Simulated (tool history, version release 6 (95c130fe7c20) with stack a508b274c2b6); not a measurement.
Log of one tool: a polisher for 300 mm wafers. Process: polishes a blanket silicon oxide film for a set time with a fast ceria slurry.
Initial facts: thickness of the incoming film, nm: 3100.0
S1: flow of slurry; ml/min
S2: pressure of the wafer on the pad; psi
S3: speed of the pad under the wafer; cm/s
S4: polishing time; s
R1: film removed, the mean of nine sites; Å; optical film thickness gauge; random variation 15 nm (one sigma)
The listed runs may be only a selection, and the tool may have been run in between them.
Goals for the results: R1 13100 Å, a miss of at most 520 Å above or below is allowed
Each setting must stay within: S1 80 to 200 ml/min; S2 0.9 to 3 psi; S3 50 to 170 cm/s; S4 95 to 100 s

| run | hour | S1 | S2 | S3 | S4 | R1 |
|---|---|---|---|---|---|---|
| 1 | 0 | 130 | 1.9 | 110 | 95 | 9161.3 |
| 2 | 1.9 | 130 | 1.9 | 100 | 95 | 8649.6 |
| 3 | 8.1 | 135 | 2.1 | 100 | 95 | 9344.2 |
| 4 | 14.9 | 135 | 2.1 | 100 | 95 | 9314.2 |
| 5 | 17.4 | 135 | 2.3 | 100 | 95 | 9792.1 |
| 6 | 21.5 | 140 | 2.5 | 102 | 95 | 10733 |
| 7 | 26.8 | 140 | 2.7 | 104 | 95 | 11116 |
| 8 | 28.9 | 145 | 2.8 | 106 | 95 | 11709 |
| 9 | 34.6 | 145 | 2.9 | 108 | 95 | 12248 |
| 10 | 40.1 | 145 | 2.9 | 108 | 95 | 12357 |
| 11 | 40.9 | 145 | 2.9 | 110 | 95 | 12383 |
| 12 | 47.8 | 145 | 2.9 | 112 | 95 | 12274 |

4 next moves are on the table. One of them brings every result within its allowed miss. Which?
| A | 54.7 | 140 | 2.7 | 114 | 96 | ? |
| B | 54.7 | 150 | 2.7 | 98 | 97 | ? |
| C | 54.7 | 170 | 2.7 | 118 | 99 | ? |
| D | 54.7 | 135 | 2.9 | 92 | 96 | ? |

| move | R1 |
|---|---|
| A | 11912 |
| B | 11108 |
| C | 12862 |
| D | 10990 |
A: misses by more than the last run did
B: misses by more than the last run did
C: hits every target within its allowed miss
D: misses by more than the last run did
So the answer is move C, the one that meets all the targets.

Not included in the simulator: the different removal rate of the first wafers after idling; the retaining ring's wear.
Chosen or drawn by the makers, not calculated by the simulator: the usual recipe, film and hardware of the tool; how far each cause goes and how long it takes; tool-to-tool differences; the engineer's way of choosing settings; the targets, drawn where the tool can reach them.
